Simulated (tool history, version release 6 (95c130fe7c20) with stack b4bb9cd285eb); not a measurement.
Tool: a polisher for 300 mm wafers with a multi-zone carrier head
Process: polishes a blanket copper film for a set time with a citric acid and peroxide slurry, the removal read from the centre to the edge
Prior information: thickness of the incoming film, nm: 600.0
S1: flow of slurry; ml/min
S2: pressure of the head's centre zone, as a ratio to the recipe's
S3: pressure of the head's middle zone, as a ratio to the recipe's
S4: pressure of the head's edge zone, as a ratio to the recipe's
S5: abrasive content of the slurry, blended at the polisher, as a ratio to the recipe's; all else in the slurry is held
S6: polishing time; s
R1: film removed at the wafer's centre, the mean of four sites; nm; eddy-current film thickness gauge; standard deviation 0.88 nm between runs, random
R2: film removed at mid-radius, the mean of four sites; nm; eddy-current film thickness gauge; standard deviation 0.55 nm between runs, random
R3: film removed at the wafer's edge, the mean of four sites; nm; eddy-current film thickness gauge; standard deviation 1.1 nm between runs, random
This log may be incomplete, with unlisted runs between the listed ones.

run,day,S1,S2,S3,S4,S5,S6,R1,R2,R3
1,0.000,170,1.00,1.00,1.00,1.00,40,114.800,112.790,116.980
2,0.162,170,0.94,1.00,1.00,1.00,40,107.480,113.200,113.970
3,0.529,170,0.88,1.00,1.00,1.00,40,98.619,112.070,114.320
4,0.692,170,0.90,0.99,0.97,0.90,39,98.731,106.060,106.980
5,0.817,130,0.90,0.99,0.97,0.90,39,91.992,100.580,102.510
6,1.000,130,0.91,0.99,0.95,0.85,39,89.821,99.616,102.680

What does the tool deliver on the next run?
7,1.125,145,0.94,0.99,0.93,0.80,38,?,?,?

Run 7 yielded R1 91.698 nm, R2 97.756 nm, R3 98.866 nm.
